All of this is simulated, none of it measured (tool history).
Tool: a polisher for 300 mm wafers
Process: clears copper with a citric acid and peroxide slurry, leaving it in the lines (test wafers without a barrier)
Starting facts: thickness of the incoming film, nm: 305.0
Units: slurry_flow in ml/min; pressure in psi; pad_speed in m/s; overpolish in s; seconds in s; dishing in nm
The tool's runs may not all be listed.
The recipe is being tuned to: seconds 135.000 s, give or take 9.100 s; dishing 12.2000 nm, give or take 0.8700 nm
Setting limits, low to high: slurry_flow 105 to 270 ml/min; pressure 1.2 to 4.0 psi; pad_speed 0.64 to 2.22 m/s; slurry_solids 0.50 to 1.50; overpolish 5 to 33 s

| run | hour | slurry_flow | pressure | pad_speed | slurry_solids | overpolish | seconds | dishing |
|---|---|---|---|---|---|---|---|---|
| 1 | 0.0 | 175 | 2.6 | 1.42 | 1.00 | 17 | 102.610 | 35.7190 |
| 2 | 8.6 | 175 | 2.6 | 1.42 | 1.00 | 20 | 103.740 | 42.2760 |
| 3 | 13.7 | 175 | 2.6 | 1.68 | 1.00 | 20 | 86.341 | 47.0110 |
| 4 | 17.2 | 160 | 2.3 | 1.74 | 0.90 | 17 | 97.911 | 36.0330 |
| 5 | 19.8 | 160 | 2.3 | 1.92 | 0.90 | 17 | 86.094 | 39.4210 |
| 6 | 20.7 | 160 | 2.3 | 1.92 | 0.90 | 14 | 86.081 | 33.4360 |
| 7 | 26.5 | 150 | 2.1 | 1.94 | 0.85 | 12 | 97.330 | 26.6160 |
| 8 | 31.1 | 140 | 1.9 | 1.98 | 0.80 | 10 | 104.530 | 21.9400 |
| 9 | 32.9 | 130 | 1.8 | 2.00 | 0.75 | 9 | 113.060 | 17.6710 |
| 10 | 38.3 | 125 | 1.4 | 2.04 | 0.65 | 6 | 151.100 | 9.3239 |

Which one of the following 5 next-run settings gets every result inside its allowed miss? There is exactly one.
| A | 43.7 | 115 | 1.3 | 2.12 | 0.70 | 10 | ? | ? |
| B | 43.7 | 125 | 1.4 | 2.04 | 0.55 | 10 | ? | ? |
| C | 43.7 | 140 | 1.5 | 2.04 | 0.80 | 7 | ? | ? |
| D | 43.7 | 140 | 1.3 | 1.78 | 0.65 | 10 | ? | ? |
| E | 43.7 | 105 | 1.4 | 1.68 | 0.80 | 10 | ? | ? |

| move | seconds | dishing |
|---|---|---|
| A | 158.960 | 14.7460 |
| B | 157.700 | 14.8870 |
| C | 133.690 | 12.4540 |
| D | 182.170 | 12.9830 |
| E | 185.180 | 12.8070 |
A: takes the biggest miss from the last run beyond its target
B: takes the biggest miss from the last run beyond its target
C: each result inside its tolerance
D: the worst result of the last run now meets its target, but another is out of spec
E: the worst result of the last run now meets its target, but another is out of spec
Go with C: it meets all targets.
